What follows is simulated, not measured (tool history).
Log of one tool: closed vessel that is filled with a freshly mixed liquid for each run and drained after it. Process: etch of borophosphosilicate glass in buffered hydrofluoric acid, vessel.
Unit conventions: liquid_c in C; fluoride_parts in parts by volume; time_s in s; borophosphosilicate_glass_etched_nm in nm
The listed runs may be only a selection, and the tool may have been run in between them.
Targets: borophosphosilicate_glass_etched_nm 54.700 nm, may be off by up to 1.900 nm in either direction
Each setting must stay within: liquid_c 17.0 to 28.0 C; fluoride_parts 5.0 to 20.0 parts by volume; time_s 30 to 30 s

run,hour,liquid_c,fluoride_parts,time_s,borophosphosilicate_glass_etched_nm
1,0.0,20.0,12.0,30,46.017
2,4.4,20.0,12.0,30,46.272
3,10.9,20.0,15.0,30,37.438
4,12.0,20.0,15.0,30,37.754
5,12.6,21.5,15.0,30,39.962
6,17.1,21.5,15.0,30,40.435
7,20.8,23.0,15.0,30,43.916
8,23.1,24.0,15.0,30,46.117
9,24.3,25.0,15.0,30,48.554
10,27.6,25.5,15.0,30,50.394
11,35.0,26.0,15.0,30,51.703
12,37.1,26.5,15.0,30,53.217

Consider the 4 candidate settings below. Which is the only one whose results all fall within their allowed miss of target?
A,39.2,28.0,17.5,30,?
B,39.2,28.0,15.5,30,?
C,39.2,24.5,14.0,30,?
D,39.2,24.0,13.5,30,?

move,borophosphosilicate_glass_etched_nm
A,48.569
B,54.743
C,50.216
D,50.663
A: the biggest miss grows against the last run
B: hits every target within its allowed miss
C: the biggest miss grows against the last run
D: the biggest miss grows against the last run
Correct choice: B, which meets every target

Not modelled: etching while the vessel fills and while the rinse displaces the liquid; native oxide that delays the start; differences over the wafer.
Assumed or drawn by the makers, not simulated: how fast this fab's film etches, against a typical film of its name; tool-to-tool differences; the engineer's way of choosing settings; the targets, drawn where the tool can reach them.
